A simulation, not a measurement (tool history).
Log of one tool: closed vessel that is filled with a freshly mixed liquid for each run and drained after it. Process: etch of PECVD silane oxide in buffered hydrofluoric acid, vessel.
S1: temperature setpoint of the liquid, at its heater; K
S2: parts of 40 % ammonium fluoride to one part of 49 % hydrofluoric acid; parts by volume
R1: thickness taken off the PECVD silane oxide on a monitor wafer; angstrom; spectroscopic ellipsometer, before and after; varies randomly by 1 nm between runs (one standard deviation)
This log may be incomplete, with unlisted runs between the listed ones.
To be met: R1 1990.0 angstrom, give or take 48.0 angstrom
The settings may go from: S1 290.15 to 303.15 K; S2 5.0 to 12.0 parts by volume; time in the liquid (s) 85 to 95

run 1 hour=0.0 | S1=295.15 S2=7.0 time_in_the_liquid_(s)=85 | R1=3142.1
run 2 hour=6.8 | S1=294.65 S2=7.0 time_in_the_liquid_(s)=85 | R1=3011.3
run 3 hour=10.8 | S1=294.65 S2=9.0 time_in_the_liquid_(s)=85 | R1=2311.5
run 4 hour=13.2 | S1=294.15 S2=9.0 time_in_the_liquid_(s)=85 | R1=2258.3
run 5 hour=19.3 | S1=293.65 S2=9.0 time_in_the_liquid_(s)=85 | R1=2187.9
run 6 hour=20.9 | S1=293.65 S2=9.0 time_in_the_liquid_(s)=95 | R1=2436.5
run 7 hour=28.6 | S1=293.15 S2=9.0 time_in_the_liquid_(s)=95 | R1=2376.4
run 8 hour=33.0 | S1=292.65 S2=9.0 time_in_the_liquid_(s)=95 | R1=2316.9
run 9 hour=36.3 | S1=292.15 S2=9.0 time_in_the_liquid_(s)=95 | R1=2241.9
run 10 hour=39.7 | S1=291.15 S2=9.0 time_in_the_liquid_(s)=95 | R1=2121.6
run 11 hour=41.0 | S1=290.65 S2=9.0 time_in_the_liquid_(s)=95 | R1=2061.0

Next run, 5 choices. One meets every target within its allowed miss, the rest don't. Which?
run A hour=42.3 | S1=292.15 S2=9.5 time_in_the_liquid_(s)=95 | R1=?
run B hour=42.3 | S1=290.15 S2=8.5 time_in_the_liquid_(s)=95 | R1=?
run C hour=42.3 | S1=290.65 S2=9.5 time_in_the_liquid_(s)=90 | R1=?
run D hour=42.3 | S1=292.15 S2=10.0 time_in_the_liquid_(s)=90 | R1=?
run E hour=42.3 | S1=292.15 S2=9.0 time_in_the_liquid_(s)=90 | R1=?

move=A R1=2162.7
move=B R1=2125.6
move=C R1=1882.0
move=D R1=1983.7
move=E R1=2119.8
A: moves away from the targets compared with the last run
B: moves away from the targets compared with the last run
C: pushes the last run's worst result past its target
D: every result lands within tolerance
E: moves away from the targets compared with the last run
Move D is the one to make.
